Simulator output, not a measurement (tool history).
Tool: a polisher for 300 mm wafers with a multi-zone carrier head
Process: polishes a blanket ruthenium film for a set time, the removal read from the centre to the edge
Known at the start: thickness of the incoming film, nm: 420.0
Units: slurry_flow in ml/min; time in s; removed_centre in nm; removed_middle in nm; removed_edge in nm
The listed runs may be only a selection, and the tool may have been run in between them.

{"run": 1, "hour": 0.0, "slurry_flow": 210, "centre_zone": 1.0, "middle_zone": 1.0, "edge_zone": 1.0, "time": 88, "removed_centre": 128.73, "removed_middle": 131.17, "removed_edge": 131.26}
{"run": 2, "hour": 6.8, "slurry_flow": 170, "centre_zone": 1.0, "middle_zone": 1.0, "edge_zone": 1.0, "time": 88, "removed_centre": 122.71, "removed_middle": 125.4, "removed_edge": 128.11}
{"run": 3, "hour": 11.8, "slurry_flow": 170, "centre_zone": 1.04, "middle_zone": 1.0, "edge_zone": 1.0, "time": 88, "removed_centre": 129.19, "removed_middle": 127.66, "removed_edge": 127.13}
{"run": 4, "hour": 14.3, "slurry_flow": 195, "centre_zone": 1.04, "middle_zone": 1.04, "edge_zone": 1.04, "time": 91, "removed_centre": 136.28, "removed_middle": 139.97, "removed_edge": 136.42}
{"run": 5, "hour": 17.4, "slurry_flow": 195, "centre_zone": 1.04, "middle_zone": 1.04, "edge_zone": 1.04, "time": 83, "removed_centre": 124.29, "removed_middle": 125.78, "removed_edge": 123.45}
{"run": 6, "hour": 23.3, "slurry_flow": 195, "centre_zone": 1.04, "middle_zone": 1.04, "edge_zone": 1.04, "time": 91, "removed_centre": 135.61, "removed_middle": 141.64, "removed_edge": 138.77}
{"run": 7, "hour": 31.8, "slurry_flow": 220, "centre_zone": 1.06, "middle_zone": 1.07, "edge_zone": 1.07, "time": 92, "removed_centre": 144.62, "removed_middle": 148.1, "removed_edge": 141.45}
{"run": 8, "hour": 40.0, "slurry_flow": 240, "centre_zone": 1.01, "middle_zone": 1.17, "edge_zone": 1.15, "time": 106, "removed_centre": 160.07, "removed_middle": 181.6, "removed_edge": 171.03}
{"run": 9, "hour": 45.4, "slurry_flow": 240, "centre_zone": 1.02, "middle_zone": 1.18, "edge_zone": 1.14, "time": 106, "removed_centre": 161.01, "removed_middle": 182.8, "removed_edge": 168.66}

Run 10 is up next; what results do you expect?
{"run": 10, "hour": 47.9, "slurry_flow": 240, "centre_zone": 1.02, "middle_zone": 1.18, "edge_zone": 1.13, "time": 106, "removed_centre": "?", "removed_middle": "?", "removed_edge": "?"}

{"run 10": {"removed_centre": 160.32, "removed_middle": 185.6, "removed_edge": 170.38}}

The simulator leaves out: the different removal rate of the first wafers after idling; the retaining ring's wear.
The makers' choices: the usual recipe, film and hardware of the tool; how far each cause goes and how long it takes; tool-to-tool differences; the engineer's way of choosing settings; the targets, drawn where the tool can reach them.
